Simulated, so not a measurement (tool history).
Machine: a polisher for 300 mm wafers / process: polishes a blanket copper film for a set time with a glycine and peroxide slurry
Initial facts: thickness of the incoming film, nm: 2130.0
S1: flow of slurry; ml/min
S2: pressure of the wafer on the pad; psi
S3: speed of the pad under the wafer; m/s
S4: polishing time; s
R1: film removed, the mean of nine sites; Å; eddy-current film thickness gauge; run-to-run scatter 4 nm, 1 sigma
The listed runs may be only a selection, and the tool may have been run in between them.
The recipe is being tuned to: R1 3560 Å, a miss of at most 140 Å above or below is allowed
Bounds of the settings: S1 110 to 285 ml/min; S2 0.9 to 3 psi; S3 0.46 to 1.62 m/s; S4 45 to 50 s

{"run": 1, "day": 0.0, "S1": 180, "S2": 1.9, "S3": 1.04, "S4": 50, "R1": 2403.8}
{"run": 2, "day": 0.217, "S1": 180, "S2": 2.1, "S3": 1.04, "S4": 50, "R1": 2614.5}
{"run": 3, "day": 0.258, "S1": 180, "S2": 1.7, "S3": 1.04, "S4": 50, "R1": 2246.3}
{"run": 4, "day": 0.492, "S1": 180, "S2": 1.7, "S3": 1.2, "S4": 50, "R1": 2561.3}
{"run": 5, "day": 0.683, "S1": 180, "S2": 1.7, "S3": 1.38, "S4": 50, "R1": 2761.1}
{"run": 6, "day": 0.958, "S1": 180, "S2": 1.7, "S3": 1.38, "S4": 45, "R1": 2467.8}
{"run": 7, "day": 0.996, "S1": 180, "S2": 1.9, "S3": 1.4, "S4": 45, "R1": 2763.8}
{"run": 8, "day": 1.221, "S1": 180, "S2": 2, "S3": 1.4, "S4": 45, "R1": 2859.8}
{"run": 9, "day": 1.367, "S1": 180, "S2": 2.1, "S3": 1.4, "S4": 45, "R1": 2964.8}
{"run": 10, "day": 1.5, "S1": 180, "S2": 2.2, "S3": 1.4, "S4": 45, "R1": 3162.3}

Of the 4 settings listed for the next run, only one would bring every result within its allowed miss of target. Which one?
{"run": "A", "day": 1.633, "S1": 170, "S2": 2, "S3": 1.58, "S4": 45, "R1": "?"}
{"run": "B", "day": 1.633, "S1": 195, "S2": 2.7, "S3": 1.36, "S4": 47, "R1": "?"}
{"run": "C", "day": 1.633, "S1": 160, "S2": 2.1, "S3": 1.48, "S4": 48, "R1": "?"}
{"run": "D", "day": 1.633, "S1": 160, "S2": 2.4, "S3": 1.42, "S4": 48, "R1": "?"}

move=A R1=3184.6
move=B R1=3863
move=C R1=3314.2
move=D R1=3582.8
A: closes in on the targets versus the last run, not all within tolerance yet
B: moves the result that the last run missed by most past its target, out the other side
C: closes in on the targets versus the last run, not all within tolerance yet
D: all results in spec
Correct choice: D, which meets every target
